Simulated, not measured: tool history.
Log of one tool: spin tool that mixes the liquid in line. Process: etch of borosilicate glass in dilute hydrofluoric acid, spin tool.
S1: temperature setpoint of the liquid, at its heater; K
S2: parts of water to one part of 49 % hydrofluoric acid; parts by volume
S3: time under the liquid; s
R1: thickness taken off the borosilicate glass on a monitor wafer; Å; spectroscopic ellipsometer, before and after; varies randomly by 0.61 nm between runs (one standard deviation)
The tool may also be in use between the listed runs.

| run | hour | S1 | S2 | S3 | R1 |
|---|---|---|---|---|---|
| 1 | 0.0 | 296.15 | 100 | 225 | 788.28 |
| 2 | 8.0 | 297.15 | 95 | 225 | 862.25 |
| 3 | 11.3 | 295.65 | 95 | 225 | 818.93 |
| 4 | 12.5 | 296.65 | 90 | 225 | 902.08 |
| 5 | 15.5 | 296.65 | 90 | 240 | 960.51 |
| 6 | 22.0 | 297.65 | 90 | 240 | 996.94 |
| 7 | 25.6 | 298.65 | 90 | 240 | 1039.30 |
| 8 | 32.2 | 299.15 | 90 | 240 | 1062.70 |
| 9 | 34.5 | 299.65 | 90 | 240 | 1080.70 |
| 10 | 39.0 | 300.15 | 90 | 240 | 1111.60 |
| 11 | 40.2 | 300.65 | 90 | 240 | 1129.60 |
| 12 | 47.0 | 301.15 | 90 | 240 | 1148.90 |
| 13 | 52.1 | 301.65 | 90 | 240 | 1166.70 |
| 14 | 59.2 | 302.15 | 90 | 240 | 1190.60 |
| 15 | 67.2 | 302.15 | 90 | 240 | 1186.90 |
| 16 | 72.1 | 302.15 | 90 | 240 | 1195.00 |
| 17 | 76.5 | 302.65 | 90 | 240 | 1226.20 |

Expected results for the next run?
| 18 | 85.4 | 303.65 | 90 | 240 | ? |

R1: 1252.50 Å

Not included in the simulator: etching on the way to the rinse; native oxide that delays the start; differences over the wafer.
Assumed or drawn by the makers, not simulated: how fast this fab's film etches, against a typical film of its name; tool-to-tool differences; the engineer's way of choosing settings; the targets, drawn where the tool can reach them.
